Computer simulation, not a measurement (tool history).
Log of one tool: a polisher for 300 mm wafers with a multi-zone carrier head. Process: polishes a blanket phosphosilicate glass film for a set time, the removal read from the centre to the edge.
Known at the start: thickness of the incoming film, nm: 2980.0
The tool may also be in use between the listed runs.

run,hour,flow of slurry (ml/min),pressure of the head's centre zone,pressure of the head's middle zone,pressure of the head's edge zone,abrasive content of the slurry,polishing time (s),film removed at the wafer's centre (Å),film removed at mid-radius (Å),film removed at the wafer's edge (Å)
1,0.0,310,1.00,1.00,1.00,1.00,89,4367.8,4319.5,4275.0
2,4.9,305,0.97,0.97,0.97,0.95,89,4071.3,4127.6,4116.1
3,8.3,300,0.96,0.94,0.95,0.90,89,4006.9,3937.7,4086.1
4,11.5,300,0.95,0.93,0.94,0.80,89,3873.5,3735.0,3943.9
5,20.4,300,0.94,0.93,0.92,0.75,89,3667.5,3686.3,3855.9
6,22.2,300,0.94,0.93,0.92,0.75,103,4296.8,4254.7,4301.2
7,30.3,295,0.93,0.92,0.90,0.70,100,4032.5,4034.8,4200.7
8,39.3,300,0.93,0.92,0.90,0.65,97,3766.7,3809.3,3979.8
9,46.7,300,0.94,0.92,0.89,0.60,95,3738.1,3715.7,3759.3
10,53.0,300,0.93,0.91,0.88,0.60,94,3745.7,3594.4,3646.0

Run 11 comes next. What will it give?
11,56.8,295,0.91,0.90,0.87,0.60,94,?,?,?

Run 11 gave film removed at the wafer's centre (Å) 3586.7, film removed at mid-radius (Å) 3538.8, film removed at the wafer's edge (Å) 3667.5.
